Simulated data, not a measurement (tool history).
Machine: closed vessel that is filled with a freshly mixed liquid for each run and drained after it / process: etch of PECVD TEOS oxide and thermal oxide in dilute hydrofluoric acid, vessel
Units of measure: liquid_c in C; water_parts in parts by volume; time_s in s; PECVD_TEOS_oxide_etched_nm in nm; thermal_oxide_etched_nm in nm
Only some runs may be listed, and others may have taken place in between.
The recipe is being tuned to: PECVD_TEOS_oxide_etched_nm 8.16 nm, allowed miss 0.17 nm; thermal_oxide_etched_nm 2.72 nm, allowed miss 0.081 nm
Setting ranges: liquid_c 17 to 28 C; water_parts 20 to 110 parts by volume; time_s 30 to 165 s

Run 1, day 0: liquid_c 20 C, water_parts 60 parts by volume, time_s 85 s. Result: PECVD_TEOS_oxide_etched_nm 18.689 nm, thermal_oxide_etched_nm 6.2001 nm.
Run 2, day 0.067: liquid_c 20 C, water_parts 80 parts by volume, time_s 85 s. Result: PECVD_TEOS_oxide_etched_nm 13.583 nm, thermal_oxide_etched_nm 4.5198 nm.
Run 3, day 0.125: liquid_c 20 C, water_parts 80 parts by volume, time_s 60 s. Result: PECVD_TEOS_oxide_etched_nm 9.5689 nm, thermal_oxide_etched_nm 3.1424 nm.
Run 4, day 0.329: liquid_c 20 C, water_parts 80 parts by volume, time_s 95 s. Result: PECVD_TEOS_oxide_etched_nm 15.28 nm, thermal_oxide_etched_nm 5.0895 nm.
Run 5, day 0.679: liquid_c 19.5 C, water_parts 85 parts by volume, time_s 95 s. Result: PECVD_TEOS_oxide_etched_nm 14.019 nm, thermal_oxide_etched_nm 4.585 nm.
Run 6, day 0.962: liquid_c 19.5 C, water_parts 90 parts by volume, time_s 95 s. Result: PECVD_TEOS_oxide_etched_nm 13.137 nm, thermal_oxide_etched_nm 4.3983 nm.
Run 7, day 1.346: liquid_c 19 C, water_parts 95 parts by volume, time_s 95 s. Result: PECVD_TEOS_oxide_etched_nm 12.06 nm, thermal_oxide_etched_nm 4.0445 nm.
Run 8, day 1.417: liquid_c 18.5 C, water_parts 100 parts by volume, time_s 95 s. Result: PECVD_TEOS_oxide_etched_nm 11.107 nm, thermal_oxide_etched_nm 3.7377 nm.
Run 9, day 1.742: liquid_c 18.5 C, water_parts 100 parts by volume, time_s 90 s. Result: PECVD_TEOS_oxide_etched_nm 10.617 nm, thermal_oxide_etched_nm 3.5299 nm.
Run 10, day 1.854: liquid_c 18 C, water_parts 100 parts by volume, time_s 90 s. Result: PECVD_TEOS_oxide_etched_nm 10.407 nm, thermal_oxide_etched_nm 3.4681 nm.
Run 11, day 1.904: liquid_c 17 C, water_parts 110 parts by volume, time_s 90 s. Result: PECVD_TEOS_oxide_etched_nm 8.9983 nm, thermal_oxide_etched_nm 3.0202 nm.
Run 12, day 2.067: liquid_c 17 C, water_parts 110 parts by volume, time_s 85 s. Result: PECVD_TEOS_oxide_etched_nm 8.4296 nm, thermal_oxide_etched_nm 2.7964 nm.

Which one of the following 4 next-run settings gets every result inside its allowed miss? There is exactly one.
Run A, day 2.229: liquid_c 22.5 C, water_parts 110 parts by volume, time_s 65 s. Result: PECVD_TEOS_oxide_etched_nm ?, thermal_oxide_etched_nm ?.
Run B, day 2.229: liquid_c 17 C, water_parts 80 parts by volume, time_s 60 s. Result: PECVD_TEOS_oxide_etched_nm ?, thermal_oxide_etched_nm ?.
Run C, day 2.229: liquid_c 17 C, water_parts 90 parts by volume, time_s 70 s. Result: PECVD_TEOS_oxide_etched_nm ?, thermal_oxide_etched_nm ?.
Run D, day 2.229: liquid_c 17.5 C, water_parts 110 parts by volume, time_s 85 s. Result: PECVD_TEOS_oxide_etched_nm ?, thermal_oxide_etched_nm ?.

move  PECVD_TEOS_oxide_etched_nm  thermal_oxide_etched_nm
   A                      8.1384                   2.6809
   B                      8.5118                   2.8039
   C                      8.7337                    2.877
   D                      8.6781                   2.8587
A: every result within its allowed miss
B: the biggest miss grows against the last run
C: the biggest miss grows against the last run
D: the biggest miss grows against the last run
Correct choice: A, which meets every target
